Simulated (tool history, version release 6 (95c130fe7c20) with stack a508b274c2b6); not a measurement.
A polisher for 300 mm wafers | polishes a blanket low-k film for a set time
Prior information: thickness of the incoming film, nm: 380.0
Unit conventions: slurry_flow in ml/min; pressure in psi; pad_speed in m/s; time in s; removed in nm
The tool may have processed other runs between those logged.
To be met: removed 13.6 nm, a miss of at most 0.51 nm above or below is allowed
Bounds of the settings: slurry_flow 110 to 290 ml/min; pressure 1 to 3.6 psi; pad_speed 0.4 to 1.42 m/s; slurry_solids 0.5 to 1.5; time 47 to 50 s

run,hour,slurry_flow,pressure,pad_speed,slurry_solids,time,removed
1,0,185,2.3,0.9,1,47,15.557
2,7.7,185,2.3,1.1,1,47,17.69
3,16.7,185,2.2,1.1,1,47,16.822
4,18.6,185,2.1,1.1,1,47,16.688
5,23.2,185,2.5,1.1,1,47,18.253
6,31.1,185,2.5,1.1,1,47,18.836
7,35.4,185,2.3,1.1,1,47,17.695
8,42.8,185,2.1,1.1,1,47,16.2
9,47.1,185,2,1.1,1,47,15.553
# hour 48: conditioning disc replaced and pad reconditioned
10,48,185,1.9,1.1,1,47,19.719
11,48.8,185,2.2,1.08,1,47,22.651
12,53.5,185,2.2,1.08,1,47,23.031
13,57.7,170,2.2,0.94,0.9,47,19.023
14,62.9,190,2.1,0.94,0.9,47,18.609
15,66.4,190,2,0.84,0.9,47,16.067
16,66.9,200,1.9,0.84,0.9,47,15.284
17,71.5,210,1.9,0.84,0.9,47,15.64
18,80.4,215,1.8,0.82,0.9,47,14.849

Consider the 5 candidate settings below. Which is the only one whose results all fall within their allowed miss of target?
A,89.3,185,2,0.74,1.05,49,?
B,89.3,205,1.8,0.74,0.95,47,?
C,89.3,215,1.9,0.82,0.95,50,?
D,89.3,220,1.9,0.8,0.9,47,?
E,89.3,130,1.9,0.88,0.75,48,?

move,removed
A,16.443
B,13.974
C,17.094
D,15.524
E,15.057
A: its largest miss is bigger than the last run's
B: every result within its allowed miss
C: its largest miss is bigger than the last run's
D: its largest miss is bigger than the last run's
E: its largest miss is bigger than the last run's
Answer: B

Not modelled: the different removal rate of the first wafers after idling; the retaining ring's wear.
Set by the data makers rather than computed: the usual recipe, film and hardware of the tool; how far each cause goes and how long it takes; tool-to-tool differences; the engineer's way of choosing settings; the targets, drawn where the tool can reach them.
